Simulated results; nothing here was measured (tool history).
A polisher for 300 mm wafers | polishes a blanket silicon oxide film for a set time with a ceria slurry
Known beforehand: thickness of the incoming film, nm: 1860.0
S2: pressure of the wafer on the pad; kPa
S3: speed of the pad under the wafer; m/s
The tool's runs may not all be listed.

Run 1, hour 0.0: flow of slurry (ml/min) 290, S2 17.9 kPa, S3 1.08 m/s, polishing time (s) 89. Result: film removed (Å) 4052.6.
Run 2, hour 1.2: flow of slurry (ml/min) 290, S2 20.7 kPa, S3 1.08 m/s, polishing time (s) 89. Result: film removed (Å) 4673.9.
Run 3, hour 6.1: flow of slurry (ml/min) 290, S2 17.2 kPa, S3 1.08 m/s, polishing time (s) 89. Result: film removed (Å) 3858.8.
Run 4, hour 13.2: flow of slurry (ml/min) 290, S2 17.2 kPa, S3 0.94 m/s, polishing time (s) 89. Result: film removed (Å) 3352.5.
Run 5, hour 14.4: flow of slurry (ml/min) 220, S2 17.2 kPa, S3 0.94 m/s, polishing time (s) 89. Result: film removed (Å) 3340.0.
Run 6, hour 17.9: flow of slurry (ml/min) 285, S2 17.2 kPa, S3 0.94 m/s, polishing time (s) 89. Result: film removed (Å) 3382.1.
Run 7, hour 22.3: flow of slurry (ml/min) 285, S2 15.9 kPa, S3 0.94 m/s, polishing time (s) 89. Result: film removed (Å) 3092.1.
Run 8, hour 29.9: flow of slurry (ml/min) 285, S2 14.5 kPa, S3 0.94 m/s, polishing time (s) 89. Result: film removed (Å) 2870.1.

Run 9 comes next. What will it give?
Run 9, hour 35.9: flow of slurry (ml/min) 280, S2 11.0 kPa, S3 0.94 m/s, polishing time (s) 89. Result: film removed (Å) ?.

Run 9 produced film removed (Å) 2208.6.
